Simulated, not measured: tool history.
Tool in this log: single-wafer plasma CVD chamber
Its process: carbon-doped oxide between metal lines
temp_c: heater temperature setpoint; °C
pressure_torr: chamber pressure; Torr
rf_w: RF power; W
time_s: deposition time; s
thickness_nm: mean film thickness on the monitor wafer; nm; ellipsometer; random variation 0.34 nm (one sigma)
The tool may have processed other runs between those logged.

run,day,temp_c,pressure_torr,rf_w,time_s,thickness_nm
1,0.000,350,3.76,630,9.5,59.350
2,0.046,350,3.76,595,9.5,56.857
3,0.379,360,3.76,595,9.5,55.447
4,0.583,360,3.76,595,9.1,52.745
5,0.812,366,3.76,595,9.1,52.781
6,0.879,365,3.91,635,9.1,54.535

What does the tool deliver on the next run?
7,0.938,362,3.98,670,9.1,?

{"run 7": {"thickness_nm": 58.388}}
